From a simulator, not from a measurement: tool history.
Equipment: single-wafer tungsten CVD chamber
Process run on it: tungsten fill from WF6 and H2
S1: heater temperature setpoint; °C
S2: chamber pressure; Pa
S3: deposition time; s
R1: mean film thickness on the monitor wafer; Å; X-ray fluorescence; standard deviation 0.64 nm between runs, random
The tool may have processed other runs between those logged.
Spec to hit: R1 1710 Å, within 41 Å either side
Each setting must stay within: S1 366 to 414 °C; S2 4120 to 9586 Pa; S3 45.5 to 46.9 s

Run 1, hour 0: S1 390 °C, S2 6853 Pa, S3 45.5 s. Result: R1 1327.4 Å.
Run 2, hour 5.3: S1 393 °C, S2 6879 Pa, S3 45.5 s. Result: R1 1402.2 Å.
Run 3, hour 9.6: S1 384 °C, S2 6879 Pa, S3 45.5 s. Result: R1 1165.9 Å.
Run 4, hour 17.6: S1 388 °C, S2 6919 Pa, S3 45.5 s. Result: R1 1266.5 Å.
Run 5, hour 20.2: S1 383 °C, S2 6919 Pa, S3 45.5 s. Result: R1 1141.5 Å.
Run 6, hour 22.6: S1 387 °C, S2 6919 Pa, S3 45.5 s. Result: R1 1245.6 Å.
Run 7, hour 28.5: S1 391 °C, S2 6946 Pa, S3 45.5 s. Result: R1 1358.2 Å.
Run 8, hour 29.5: S1 394 °C, S2 6959 Pa, S3 45.5 s. Result: R1 1441 Å.
Run 9, hour 32.7: S1 396 °C, S2 6973 Pa, S3 45.5 s. Result: R1 1507.1 Å.
Run 10, hour 37.1: S1 397 °C, S2 6986 Pa, S3 45.5 s. Result: R1 1531.8 Å.
Run 11, hour 41.2: S1 398 °C, S2 6999 Pa, S3 45.5 s. Result: R1 1571.8 Å.
Run 12, hour 43.1: S1 398 °C, S2 6999 Pa, S3 45.5 s. Result: R1 1567.3 Å.
Run 13, hour 45.8: S1 398 °C, S2 6999 Pa, S3 45.5 s. Result: R1 1574.1 Å.
Run 14, hour 49.7: S1 399 °C, S2 7013 Pa, S3 45.5 s. Result: R1 1590.9 Å.
Run 15, hour 55.5: S1 399 °C, S2 7013 Pa, S3 45.5 s. Result: R1 1601 Å.
Run 16, hour 58.7: S1 400 °C, S2 7013 Pa, S3 45.5 s. Result: R1 1629.7 Å.
Run 17, hour 60.4: S1 401 °C, S2 7013 Pa, S3 45.5 s. Result: R1 1671.7 Å.

5 candidate next runs follow, results not yet known. Just one meets every target within its allowed miss. Identify it.
Run A, hour 62.1: S1 404 °C, S2 6773 Pa, S3 46.9 s. Result: R1 ?.
Run B, hour 62.1: S1 406 °C, S2 6013 Pa, S3 45.5 s. Result: R1 ?.
Run C, hour 62.1: S1 398 °C, S2 7719 Pa, S3 45.5 s. Result: R1 ?.
Run D, hour 62.1: S1 396 °C, S2 7066 Pa, S3 46.8 s. Result: R1 ?.
Run E, hour 62.1: S1 398 °C, S2 7039 Pa, S3 45.5 s. Result: R1 ?.

move      R1
   A    1782
   B  1705.6
   C  1627.3
   D  1549.1
   E  1565.2
A: carries the result that was furthest off beyond its target, to the other side
B: every result within its allowed miss
C: the biggest miss grows against the last run
D: the biggest miss grows against the last run
E: the biggest miss grows against the last run
The right move is B.
